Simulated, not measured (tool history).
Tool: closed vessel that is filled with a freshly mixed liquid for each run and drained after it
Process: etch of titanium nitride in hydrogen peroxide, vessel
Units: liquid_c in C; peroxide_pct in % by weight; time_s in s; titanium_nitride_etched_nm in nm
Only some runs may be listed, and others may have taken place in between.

{"run": 1, "hour": 0.0, "liquid_c": 58, "peroxide_pct": 18, "time_s": 235, "titanium_nitride_etched_nm": 14.137}
{"run": 2, "hour": 7.9, "liquid_c": 58, "peroxide_pct": 18, "time_s": 235, "titanium_nitride_etched_nm": 14.087}
{"run": 3, "hour": 15.7, "liquid_c": 58, "peroxide_pct": 20, "time_s": 235, "titanium_nitride_etched_nm": 14.457}
{"run": 4, "hour": 16.9, "liquid_c": 61.5, "peroxide_pct": 20, "time_s": 235, "titanium_nitride_etched_nm": 18.358}
{"run": 5, "hour": 20.6, "liquid_c": 62, "peroxide_pct": 20, "time_s": 235, "titanium_nitride_etched_nm": 19.109}
{"run": 6, "hour": 27.3, "liquid_c": 62.5, "peroxide_pct": 20, "time_s": 235, "titanium_nitride_etched_nm": 19.524}
{"run": 7, "hour": 33.7, "liquid_c": 63, "peroxide_pct": 20, "time_s": 235, "titanium_nitride_etched_nm": 20.304}
{"hour": 41.0, "done": "thermometer replaced"}
{"run": 8, "hour": 41.0, "liquid_c": 66, "peroxide_pct": 20, "time_s": 235, "titanium_nitride_etched_nm": 26.6}
{"run": 9, "hour": 48.2, "liquid_c": 66, "peroxide_pct": 20, "time_s": 235, "titanium_nitride_etched_nm": 26.542}
{"run": 10, "hour": 51.1, "liquid_c": 65, "peroxide_pct": 20, "time_s": 235, "titanium_nitride_etched_nm": 24.737}

Estimate the outcome of run 11 from the log above:
{"run": 11, "hour": 58.8, "liquid_c": 65, "peroxide_pct": 20, "time_s": 235, "titanium_nitride_etched_nm": "?"}

For run 11 the tool returned titanium_nitride_etched_nm 24.723 nm.
